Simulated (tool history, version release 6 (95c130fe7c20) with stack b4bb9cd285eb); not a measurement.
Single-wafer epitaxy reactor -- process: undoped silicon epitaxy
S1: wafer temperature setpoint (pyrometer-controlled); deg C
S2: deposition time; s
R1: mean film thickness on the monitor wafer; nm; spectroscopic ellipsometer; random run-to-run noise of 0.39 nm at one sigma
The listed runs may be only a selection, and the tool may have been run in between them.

Run 1, hour 0: S1 670 deg C, S2 324 s. Result: R1 75.973 nm.
Run 2, hour 8.6: S1 670 deg C, S2 364 s. Result: R1 85.809 nm.
Run 3, hour 17.3: S1 675 deg C, S2 364 s. Result: R1 96.955 nm.
Run 4, hour 18.2: S1 675 deg C, S2 347 s. Result: R1 92.307 nm.
Run 5, hour 25.8: S1 675 deg C, S2 331 s. Result: R1 87.991 nm.
Run 6, hour 30.2: S1 675 deg C, S2 315 s. Result: R1 83.705 nm.
Run 7, hour 30.8: S1 679 deg C, S2 326 s. Result: R1 95.152 nm.
Run 8, hour 37.3: S1 679 deg C, S2 326 s. Result: R1 95.317 nm.
Run 9, hour 39.5: S1 682 deg C, S2 335 s. Result: R1 105.13 nm.
Run 10, hour 46.5: S1 684 deg C, S2 342 s. Result: R1 112.42 nm.
Run 11, hour 49.6: S1 686 deg C, S2 348 s. Result: R1 119.52 nm.
Run 12, hour 52.9: S1 688 deg C, S2 354 s. Result: R1 127.35 nm.

Predict the results of run 13:
Run 13, hour 56.7: S1 689 deg C, S2 359 s. Result: R1 ?.

{"run 13": {"R1": 131.66}}
